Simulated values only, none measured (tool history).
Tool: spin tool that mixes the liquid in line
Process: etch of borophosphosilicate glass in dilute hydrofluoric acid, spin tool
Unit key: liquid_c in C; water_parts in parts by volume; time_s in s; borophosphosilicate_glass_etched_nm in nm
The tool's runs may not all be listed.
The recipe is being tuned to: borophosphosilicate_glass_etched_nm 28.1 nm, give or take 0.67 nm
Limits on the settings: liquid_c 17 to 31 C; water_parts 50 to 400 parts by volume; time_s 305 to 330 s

run,hour,liquid_c,water_parts,time_s,borophosphosilicate_glass_etched_nm
1,0,23,225,305,52.37
2,2,23,225,330,56.488
3,5,24.5,225,330,59.924
4,12.8,24.5,270,330,47.655
5,17.7,24.5,270,305,43.595
6,19.9,24.5,270,305,44.64
7,23.7,23,280,305,39.567
8,30,22,285,305,37.947
9,30.6,21,295,305,35.007
10,37.5,20,300,305,32.664

Consider the 5 candidate settings below. Which is the only one whose results all fall within their allowed miss of target?
A,44.4,22,310,325,?
B,44.4,18.5,330,315,?
C,44.4,21,290,330,?
D,44.4,17,280,305,?
E,44.4,21,330,305,?

move,borophosphosilicate_glass_etched_nm
A,35.777
B,28.214
C,38.164
D,31.754
E,29.895
A: the biggest miss grows against the last run
B: every result lands within tolerance
C: the biggest miss grows against the last run
D: closer than the last run, but not yet in spec
E: closer than the last run, but not yet in spec
So the answer is move B, the one that meets all the targets.

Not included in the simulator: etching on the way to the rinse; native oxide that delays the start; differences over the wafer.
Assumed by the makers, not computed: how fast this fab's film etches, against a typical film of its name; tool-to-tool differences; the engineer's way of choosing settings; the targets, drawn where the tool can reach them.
